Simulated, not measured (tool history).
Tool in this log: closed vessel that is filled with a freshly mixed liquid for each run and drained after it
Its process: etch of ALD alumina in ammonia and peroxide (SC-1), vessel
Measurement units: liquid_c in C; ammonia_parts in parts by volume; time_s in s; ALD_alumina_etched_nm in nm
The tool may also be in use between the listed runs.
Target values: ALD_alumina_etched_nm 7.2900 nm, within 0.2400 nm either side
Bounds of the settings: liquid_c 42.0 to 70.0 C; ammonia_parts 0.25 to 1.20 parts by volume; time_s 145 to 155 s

run  hour  liquid_c  ammonia_parts  time_s  ALD_alumina_etched_nm
  1   0.0      58.0           0.95     145                13.7680
  2   8.0      53.5           0.95     145                10.6170
  3  11.6      51.5           0.95     145                 9.6866
  4  14.6      50.0           0.95     145                 8.8056
  5  20.0      49.0           0.95     145                 8.4123
  6  20.7      53.0           0.95     145                10.4770
  7  21.8      51.0           0.95     145                 9.3747
  8  26.5      49.5           0.95     145                 8.6650

Exercise: of the 4 proposed moves below, exactly one satisfies all targets within the stated allowed misses. Which move is it?
  A  31.2      47.5           0.80     150                      ?
  B  31.2      53.0           0.95     145                      ?
  C  31.2      46.5           1.00     145                      ?
  D  31.2      53.0           1.20     155                      ?

move  ALD_alumina_etched_nm
   A                 7.8364
   B                10.4130
   C                 7.3155
   D                11.3820
A: nearer the targets than the last run, but a result is still out of spec
B: further off than the last run
C: each result inside its tolerance
D: further off than the last run
The move that meets every target is C.
